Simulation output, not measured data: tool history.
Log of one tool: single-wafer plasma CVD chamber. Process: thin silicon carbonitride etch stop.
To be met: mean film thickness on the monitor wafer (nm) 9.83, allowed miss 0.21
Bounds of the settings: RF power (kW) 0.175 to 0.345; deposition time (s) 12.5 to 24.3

run	day	RF power (kW)	deposition time (s)	mean film thickness on the monitor wafer (nm)
1	0	0.26	18.4	12.598
2	0.271	0.26	19.6	13.376
3	0.554	0.25	18.8	12.663
4	0.712	0.25	17.4	11.723
5	0.762	0.285	17.4	12.208
6	0.962	0.285	15.8	11.072
7	1.004	0.275	15.6	10.843
8	1.233	0.265	15.5	10.666

4 next moves are on the table. One of them brings every result within its allowed miss. Which?
A	1.462	0.22	15	?
B	1.462	0.255	16.5	?
C	1.462	0.28	16	?
D	1.462	0.275	15	?

move	mean film thickness on the monitor wafer (nm)
A	9.7392
B	11.195
C	11.162
D	10.409
A: meets every target
B: further off than the last run
C: further off than the last run
D: nearer than the last run, and not there yet
Answer: A
